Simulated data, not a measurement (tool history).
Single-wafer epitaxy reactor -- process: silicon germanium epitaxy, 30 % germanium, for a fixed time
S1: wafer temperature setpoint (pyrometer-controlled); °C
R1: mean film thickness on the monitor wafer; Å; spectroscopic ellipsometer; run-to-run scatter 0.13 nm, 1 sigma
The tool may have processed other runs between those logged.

Run 1, hour 0.0: S1 580 °C, chamber pressure (Pa) 2520. Result: R1 418.81 Å.
Run 2, hour 8.4: S1 571 °C, chamber pressure (Pa) 2520. Result: R1 344.44 Å.
Run 3, hour 14.8: S1 570 °C, chamber pressure (Pa) 2520. Result: R1 335.04 Å.
Run 4, hour 18.3: S1 570 °C, chamber pressure (Pa) 2733. Result: R1 350.87 Å.
Run 5, hour 24.7: S1 562 °C, chamber pressure (Pa) 2733. Result: R1 288.36 Å.
Run 6, hour 32.3: S1 563 °C, chamber pressure (Pa) 2733. Result: R1 297.16 Å.

Run 7 is up next; what results do you expect?
Run 7, hour 33.6: S1 563 °C, chamber pressure (Pa) 2733. Result: R1 ?.

{"run 7": {"R1": 297.21}}

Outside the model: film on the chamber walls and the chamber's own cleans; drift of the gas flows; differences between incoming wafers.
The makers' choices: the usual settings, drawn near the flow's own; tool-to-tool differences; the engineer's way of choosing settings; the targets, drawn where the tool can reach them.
